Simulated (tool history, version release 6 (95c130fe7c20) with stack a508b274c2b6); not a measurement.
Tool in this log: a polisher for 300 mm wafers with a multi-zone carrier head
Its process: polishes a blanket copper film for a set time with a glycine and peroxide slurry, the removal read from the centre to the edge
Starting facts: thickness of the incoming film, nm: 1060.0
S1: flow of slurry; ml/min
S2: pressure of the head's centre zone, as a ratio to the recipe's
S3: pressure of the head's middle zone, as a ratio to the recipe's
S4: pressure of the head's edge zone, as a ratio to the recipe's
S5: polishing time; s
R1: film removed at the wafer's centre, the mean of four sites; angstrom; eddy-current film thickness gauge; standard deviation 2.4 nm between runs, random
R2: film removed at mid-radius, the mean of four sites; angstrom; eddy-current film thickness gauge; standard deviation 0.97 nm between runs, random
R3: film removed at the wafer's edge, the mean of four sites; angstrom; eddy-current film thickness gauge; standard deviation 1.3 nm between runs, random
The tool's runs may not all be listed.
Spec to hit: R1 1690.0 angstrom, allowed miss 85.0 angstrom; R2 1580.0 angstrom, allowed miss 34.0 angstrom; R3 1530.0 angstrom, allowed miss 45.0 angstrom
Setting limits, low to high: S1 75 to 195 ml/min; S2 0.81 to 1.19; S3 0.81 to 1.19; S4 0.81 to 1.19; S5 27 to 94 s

{"run": 1, "hour": 0.0, "S1": 125, "S2": 1.0, "S3": 1.0, "S4": 1.0, "S5": 60, "R1": 2454.0, "R2": 2422.6, "R3": 2480.2}
{"run": 2, "hour": 4.2, "S1": 120, "S2": 1.01, "S3": 0.99, "S4": 0.97, "S5": 55, "R1": 2275.7, "R2": 2190.1, "R3": 2257.0}
{"run": 3, "hour": 5.0, "S1": 120, "S2": 1.02, "S3": 0.99, "S4": 0.94, "S5": 51, "R1": 2123.9, "R2": 2019.1, "R3": 2030.1}
{"run": 4, "hour": 7.7, "S1": 120, "S2": 1.02, "S3": 0.99, "S4": 0.94, "S5": 42, "R1": 1766.5, "R2": 1656.2, "R3": 1704.1}
{"run": 5, "hour": 15.7, "S1": 115, "S2": 1.02, "S3": 0.99, "S4": 0.92, "S5": 42, "R1": 1743.3, "R2": 1645.2, "R3": 1667.6}
{"run": 6, "hour": 17.6, "S1": 115, "S2": 1.1, "S3": 0.99, "S4": 0.92, "S5": 42, "R1": 1873.1, "R2": 1651.6, "R3": 1658.6}
{"run": 7, "hour": 25.1, "S1": 110, "S2": 1.09, "S3": 0.99, "S4": 0.91, "S5": 42, "R1": 1789.6, "R2": 1641.5, "R3": 1659.2}
{"run": 8, "hour": 33.3, "S1": 110, "S2": 1.09, "S3": 0.99, "S4": 0.91, "S5": 42, "R1": 1831.6, "R2": 1642.9, "R3": 1631.4}

Below are 4 possible settings for the next run. Only one of them brings all results inside the allowed miss of their targets. Which is it?
{"run": "A", "hour": 41.5, "S1": 115, "S2": 1.04, "S3": 1.0, "S4": 0.85, "S5": 40, "R1": "?", "R2": "?", "R3": "?"}
{"run": "B", "hour": 41.5, "S1": 120, "S2": 0.99, "S3": 0.94, "S4": 0.99, "S5": 42, "R1": "?", "R2": "?", "R3": "?"}
{"run": "C", "hour": 41.5, "S1": 125, "S2": 1.17, "S3": 1.02, "S4": 0.83, "S5": 39, "R1": "?", "R2": "?", "R3": "?"}
{"run": "D", "hour": 41.5, "S1": 90, "S2": 1.02, "S3": 1.03, "S4": 0.95, "S5": 45, "R1": "?", "R2": "?", "R3": "?"}

move=A R1=1695.8 R2=1584.0 R3=1547.3
move=B R1=1710.5 R2=1592.7 R3=1755.5
move=C R1=1897.8 R2=1595.8 R3=1509.9
move=D R1=1756.9 R2=1730.0 R3=1764.1
A: every result within its allowed miss
B: its largest miss is bigger than the last run's
C: puts the biggest miss on target and leaves a different result outside tolerance
D: its largest miss is bigger than the last run's
Answer: A
